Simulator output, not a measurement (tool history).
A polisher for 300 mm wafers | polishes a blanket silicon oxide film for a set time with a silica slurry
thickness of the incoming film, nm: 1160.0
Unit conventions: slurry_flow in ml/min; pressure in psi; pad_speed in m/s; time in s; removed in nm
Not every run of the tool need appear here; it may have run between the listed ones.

run	hour	slurry_flow	pressure	pad_speed	slurry_solids	time	removed
1	0.0	315	4.3	1.52	1.0	91	445.28
2	7.4	315	4.3	1.88	1.0	91	532.90
3	10.3	315	3.7	1.86	1.0	91	457.84
4	11.0	315	3.7	1.86	1.0	95	474.83
# hour 16.3: head pressure recalibrated
5	16.3	315	3.3	1.86	1.0	95	396.23
6	18.9	315	3.1	1.86	1.0	95	370.94
7	20.1	315	3.0	1.86	1.0	95	361.98

Run 8 has not been measured yet. What should we expect?
8	23.8	315	2.3	1.84	1.0	95	?

{"run 8": {"removed": 288.32}}
